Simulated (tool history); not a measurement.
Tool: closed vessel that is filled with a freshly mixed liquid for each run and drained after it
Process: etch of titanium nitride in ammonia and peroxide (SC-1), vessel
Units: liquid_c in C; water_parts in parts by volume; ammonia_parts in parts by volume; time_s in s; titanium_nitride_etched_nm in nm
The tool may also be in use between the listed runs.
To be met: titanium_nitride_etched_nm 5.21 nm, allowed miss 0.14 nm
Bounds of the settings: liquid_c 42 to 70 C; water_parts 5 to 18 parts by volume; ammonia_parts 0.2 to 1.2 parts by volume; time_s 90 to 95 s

run 1 day=0 | liquid_c=58 water_parts=10 ammonia_parts=0.85 time_s=90 | titanium_nitride_etched_nm=10.518
run 2 day=0.2 | liquid_c=56 water_parts=10 ammonia_parts=0.85 time_s=90 | titanium_nitride_etched_nm=9.2104
run 3 day=0.296 | liquid_c=56 water_parts=11.5 ammonia_parts=0.85 time_s=90 | titanium_nitride_etched_nm=8.6388
run 4 day=0.383 | liquid_c=56 water_parts=13.5 ammonia_parts=0.85 time_s=90 | titanium_nitride_etched_nm=7.8833
run 5 day=0.738 | liquid_c=55 water_parts=13.5 ammonia_parts=0.85 time_s=90 | titanium_nitride_etched_nm=7.3449
run 6 day=0.825 | liquid_c=55 water_parts=17 ammonia_parts=0.85 time_s=90 | titanium_nitride_etched_nm=6.5447
run 7 day=1.208 | liquid_c=54.5 water_parts=17 ammonia_parts=0.85 time_s=90 | titanium_nitride_etched_nm=6.1957
run 8 day=1.296 | liquid_c=54 water_parts=17 ammonia_parts=0.85 time_s=90 | titanium_nitride_etched_nm=6.1028
run 9 day=1.342 | liquid_c=53.5 water_parts=17 ammonia_parts=0.85 time_s=90 | titanium_nitride_etched_nm=5.8616
run 10 day=1.638 | liquid_c=53 water_parts=17 ammonia_parts=0.85 time_s=90 | titanium_nitride_etched_nm=5.7589
run 11 day=1.742 | liquid_c=52.5 water_parts=17 ammonia_parts=0.85 time_s=90 | titanium_nitride_etched_nm=5.4725

Which of these 5 next moves meets every target?
run A day=1.846 | liquid_c=52 water_parts=15.5 ammonia_parts=0.85 time_s=90 | titanium_nitride_etched_nm=?
run B day=1.846 | liquid_c=53 water_parts=18 ammonia_parts=0.65 time_s=90 | titanium_nitride_etched_nm=?
run C day=1.846 | liquid_c=52 water_parts=16.5 ammonia_parts=0.8 time_s=95 | titanium_nitride_etched_nm=?
run D day=1.846 | liquid_c=50.5 water_parts=18 ammonia_parts=0.8 time_s=95 | titanium_nitride_etched_nm=?
run E day=1.846 | liquid_c=51.5 water_parts=14.5 ammonia_parts=0.45 time_s=90 | titanium_nitride_etched_nm=?

move=A titanium_nitride_etched_nm=5.623
move=B titanium_nitride_etched_nm=5.297
move=C titanium_nitride_etched_nm=5.6793
move=D titanium_nitride_etched_nm=4.8834
move=E titanium_nitride_etched_nm=5.0313
A: further off than the last run
B: meets every target
C: further off than the last run
D: takes the result that was furthest off past its target
E: takes the result that was furthest off past its target
Answer: B

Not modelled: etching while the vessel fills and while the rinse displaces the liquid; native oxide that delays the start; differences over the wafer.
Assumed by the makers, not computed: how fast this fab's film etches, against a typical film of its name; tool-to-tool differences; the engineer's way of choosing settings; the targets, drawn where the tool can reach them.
